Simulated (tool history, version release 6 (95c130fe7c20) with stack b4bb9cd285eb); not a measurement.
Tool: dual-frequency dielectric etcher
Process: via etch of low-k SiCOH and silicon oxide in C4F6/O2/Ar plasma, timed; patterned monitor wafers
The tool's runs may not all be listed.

run,day,source power (kW),bias power (kW),etch time (s),mean etch depth across the wafer (nm)
1,0.000,0.480,0.174,71.5,214.25
2,0.279,0.480,0.174,71.5,214.65
3,0.458,0.530,0.174,71.5,222.30
4,0.508,0.500,0.170,71.5,216.78
5,0.846,0.500,0.170,74.5,226.41
6,1.221,0.500,0.170,74.5,225.37
7,1.421,0.470,0.165,74.5,214.73
8,1.788,0.450,0.164,74.5,212.30
9,2.067,0.430,0.163,74.5,204.87
10,2.208,0.340,0.156,74.5,177.50

The next listed run, before its measurement:
11,2.562,0.350,0.156,74.5,?

Run 11 gave mean etch depth across the wafer (nm) 180.63.
